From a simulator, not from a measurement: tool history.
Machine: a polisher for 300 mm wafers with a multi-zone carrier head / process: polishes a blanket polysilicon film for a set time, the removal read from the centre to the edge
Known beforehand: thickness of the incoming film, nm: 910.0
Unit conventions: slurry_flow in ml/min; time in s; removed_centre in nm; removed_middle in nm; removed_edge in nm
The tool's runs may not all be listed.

{"run": 1, "hour": 0.0, "slurry_flow": 305, "centre_zone": 1.0, "middle_zone": 1.0, "edge_zone": 1.0, "time": 37, "removed_centre": 292.88, "removed_middle": 289.7, "removed_edge": 289.1}
{"run": 2, "hour": 8.6, "slurry_flow": 310, "centre_zone": 1.02, "middle_zone": 1.04, "edge_zone": 1.01, "time": 39, "removed_centre": 313.17, "removed_middle": 309.41, "removed_edge": 308.73}
{"run": 3, "hour": 12.1, "slurry_flow": 315, "centre_zone": 1.03, "middle_zone": 1.07, "edge_zone": 0.98, "time": 41, "removed_centre": 330.45, "removed_middle": 336.51, "removed_edge": 321.37}
{"run": 4, "hour": 18.2, "slurry_flow": 250, "centre_zone": 1.03, "middle_zone": 1.07, "edge_zone": 0.98, "time": 41, "removed_centre": 314.57, "removed_middle": 328.56, "removed_edge": 310.0}
{"run": 5, "hour": 24.4, "slurry_flow": 185, "centre_zone": 1.03, "middle_zone": 1.07, "edge_zone": 0.98, "time": 41, "removed_centre": 308.81, "removed_middle": 307.01, "removed_edge": 297.76}
{"run": 6, "hour": 31.7, "slurry_flow": 255, "centre_zone": 1.03, "middle_zone": 1.07, "edge_zone": 0.98, "time": 41, "removed_centre": 320.84, "removed_middle": 324.81, "removed_edge": 315.07}

What does the tool deliver on the next run?
{"run": 7, "hour": 38.4, "slurry_flow": 285, "centre_zone": 1.06, "middle_zone": 1.1, "edge_zone": 0.97, "time": 42, "removed_centre": "?", "removed_middle": "?", "removed_edge": "?"}

removed_centre: 339.75 nm
removed_middle: 350.49 nm
removed_edge: 322.53 nm

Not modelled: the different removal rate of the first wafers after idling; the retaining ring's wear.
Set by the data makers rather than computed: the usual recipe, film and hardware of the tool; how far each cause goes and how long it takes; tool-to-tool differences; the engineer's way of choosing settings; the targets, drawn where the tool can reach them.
